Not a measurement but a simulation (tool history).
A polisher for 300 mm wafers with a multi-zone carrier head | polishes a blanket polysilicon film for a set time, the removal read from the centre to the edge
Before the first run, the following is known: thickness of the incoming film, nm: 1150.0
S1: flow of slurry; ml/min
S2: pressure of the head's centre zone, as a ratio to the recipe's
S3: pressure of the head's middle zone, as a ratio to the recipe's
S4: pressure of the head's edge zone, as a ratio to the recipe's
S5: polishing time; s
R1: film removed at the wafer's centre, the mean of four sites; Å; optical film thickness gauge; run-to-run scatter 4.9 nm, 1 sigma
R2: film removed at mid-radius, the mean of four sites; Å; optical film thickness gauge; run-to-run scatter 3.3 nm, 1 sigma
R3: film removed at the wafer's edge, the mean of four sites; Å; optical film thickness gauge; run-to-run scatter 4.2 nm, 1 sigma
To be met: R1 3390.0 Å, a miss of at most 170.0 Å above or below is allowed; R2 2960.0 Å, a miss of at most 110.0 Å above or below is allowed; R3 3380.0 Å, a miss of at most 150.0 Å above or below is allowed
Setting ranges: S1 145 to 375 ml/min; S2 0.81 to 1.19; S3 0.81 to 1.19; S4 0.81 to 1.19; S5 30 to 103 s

Run 1, hour 0.0: S1 240 ml/min, S2 1.00, S3 1.00, S4 1.00, S5 66 s. Result: R1 3638.7 Å, R2 3674.5 Å, R3 3677.8 Å.
Run 2, hour 6.3: S1 240 ml/min, S2 1.00, S3 0.95, S4 1.00, S5 66 s. Result: R1 3558.6 Å, R2 3552.5 Å, R3 3670.8 Å.
Run 3, hour 11.7: S1 235 ml/min, S2 1.01, S3 0.93, S4 1.00, S5 65 s. Result: R1 3613.0 Å, R2 3460.4 Å, R3 3694.6 Å.
Run 4, hour 15.5: S1 235 ml/min, S2 1.01, S3 0.92, S4 0.99, S5 64 s. Result: R1 3609.1 Å, R2 3308.9 Å, R3 3543.8 Å.
Run 5, hour 23.2: S1 235 ml/min, S2 1.00, S3 0.91, S4 0.99, S5 64 s. Result: R1 3558.7 Å, R2 3324.9 Å, R3 3528.0 Å.
Run 6, hour 28.5: S1 230 ml/min, S2 1.00, S3 0.90, S4 0.99, S5 64 s. Result: R1 3447.7 Å, R2 3278.6 Å, R3 3663.9 Å.
Run 7, hour 35.4: S1 230 ml/min, S2 1.00, S3 0.89, S4 0.98, S5 63 s. Result: R1 3570.4 Å, R2 3146.4 Å, R3 3520.7 Å.
Run 8, hour 36.4: S1 230 ml/min, S2 0.99, S3 0.89, S4 0.98, S5 63 s. Result: R1 3429.9 Å, R2 3189.0 Å, R3 3435.6 Å.
Run 9, hour 45.3: S1 225 ml/min, S2 0.99, S3 0.88, S4 0.98, S5 63 s. Result: R1 3399.5 Å, R2 3145.2 Å, R3 3497.0 Å.
Run 10, hour 48.4: S1 225 ml/min, S2 0.99, S3 0.87, S4 0.97, S5 63 s. Result: R1 3379.7 Å, R2 3109.4 Å, R3 3477.2 Å.

Next run, 5 choices. One meets every target within its allowed miss, the rest don't. Which?
Run A, hour 51.5: S1 220 ml/min, S2 0.91, S3 0.99, S4 0.82, S5 61 s. Result: R1 ?, R2 ?, R3 ?.
Run B, hour 51.5: S1 240 ml/min, S2 1.06, S3 0.91, S4 0.91, S5 57 s. Result: R1 ?, R2 ?, R3 ?.
Run C, hour 51.5: S1 240 ml/min, S2 1.02, S3 0.94, S4 1.00, S5 61 s. Result: R1 ?, R2 ?, R3 ?.
Run D, hour 51.5: S1 290 ml/min, S2 0.98, S3 1.06, S4 0.89, S5 55 s. Result: R1 ?, R2 ?, R3 ?.
Run E, hour 51.5: S1 195 ml/min, S2 1.03, S3 0.89, S4 1.05, S5 60 s. Result: R1 ?, R2 ?, R3 ?.

move      R1      R2      R3
   A  3127.4  3358.9  3091.2
   B  3428.8  2952.7  3043.3
   C  3534.9  3246.8  3392.9
   D  3136.8  3306.4  2947.4
   E  3408.0  2972.6  3348.5
A: its largest miss is bigger than the last run's
B: brings the result that was furthest off to its target, and leaves another outside
C: its largest miss is bigger than the last run's
D: its largest miss is bigger than the last run's
E: every result lands within tolerance
Correct choice: E, which meets every target
